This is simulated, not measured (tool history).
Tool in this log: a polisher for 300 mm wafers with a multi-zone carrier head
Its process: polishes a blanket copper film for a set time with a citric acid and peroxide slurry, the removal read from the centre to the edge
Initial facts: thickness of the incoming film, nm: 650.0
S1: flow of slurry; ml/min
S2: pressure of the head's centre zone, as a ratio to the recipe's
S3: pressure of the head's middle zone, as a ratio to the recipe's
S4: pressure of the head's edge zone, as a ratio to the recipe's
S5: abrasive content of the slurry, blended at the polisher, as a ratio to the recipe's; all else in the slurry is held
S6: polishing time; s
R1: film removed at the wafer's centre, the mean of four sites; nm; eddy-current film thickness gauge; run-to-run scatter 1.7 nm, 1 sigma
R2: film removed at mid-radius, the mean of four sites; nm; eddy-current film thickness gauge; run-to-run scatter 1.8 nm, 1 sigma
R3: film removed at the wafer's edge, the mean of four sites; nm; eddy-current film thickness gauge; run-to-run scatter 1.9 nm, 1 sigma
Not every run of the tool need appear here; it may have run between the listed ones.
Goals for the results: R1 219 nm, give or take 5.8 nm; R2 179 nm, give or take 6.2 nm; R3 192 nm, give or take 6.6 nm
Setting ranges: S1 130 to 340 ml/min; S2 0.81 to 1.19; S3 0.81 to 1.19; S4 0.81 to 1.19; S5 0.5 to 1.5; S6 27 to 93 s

run 1 hour=0 | S1=220 S2=1 S3=1 S4=1 S5=1 S6=59 | R1=230.83 R2=238.1 R3=237.88
run 2 hour=6.2 | S1=220 S2=1 S3=1 S4=1 S5=1 S6=48 | R1=191.49 R2=189.8 R3=190.73
run 3 hour=6.9 | S1=275 S2=1 S3=1 S4=1 S5=1 S6=48 | R1=193.6 R2=190.78 R3=198.94
run 4 hour=11.7 | S1=275 S2=1.03 S3=0.98 S4=0.99 S5=1 S6=48 | R1=200.75 R2=188.96 R3=195.12
run 5 hour=12.8 | S1=280 S2=1.05 S3=0.96 S4=0.99 S5=1 S6=48 | R1=204.89 R2=192.36 R3=196.43
run 6 hour=18.1 | S1=280 S2=1.05 S3=0.92 S4=0.99 S5=1 S6=48 | R1=206.43 R2=183.08 R3=195.46
run 7 hour=21.5 | S1=280 S2=1.06 S3=0.91 S4=0.99 S5=1 S6=48 | R1=208.48 R2=180.44 R3=200.48
run 8 hour=23.2 | S1=280 S2=1.08 S3=0.91 S4=0.98 S5=1 S6=48 | R1=210.36 R2=181.48 R3=196.62

5 next moves are on the table. One of them brings every result within its allowed miss. Which?
run A hour=24.9 | S1=295 S2=1.04 S3=0.87 S4=0.99 S5=1 S6=50 | R1=? R2=? R3=?
run B hour=24.9 | S1=340 S2=0.94 S3=0.81 S4=0.94 S5=0.85 S6=55 | R1=? R2=? R3=?
run C hour=24.9 | S1=240 S2=1.04 S3=0.95 S4=0.96 S5=0.95 S6=50 | R1=? R2=? R3=?
run D hour=24.9 | S1=255 S2=1.04 S3=0.9 S4=0.97 S5=1 S6=49 | R1=? R2=? R3=?
run E hour=24.9 | S1=220 S2=1.18 S3=0.96 S4=1.04 S5=0.95 S6=47 | R1=? R2=? R3=?

move=A R1=214.01 R2=185.17 R3=205.75
move=B R1=206.64 R2=188.86 R3=214
move=C R1=207.08 R2=190.44 R3=197.23
move=D R1=206.8 R2=183.27 R3=197.69
move=E R1=219.01 R2=178.65 R3=191.47
A: puts the biggest miss on target and leaves a different result outside tolerance
B: lands further from the targets than the last run did
C: lands further from the targets than the last run did
D: lands further from the targets than the last run did
E: each result inside its tolerance
The right move is E.
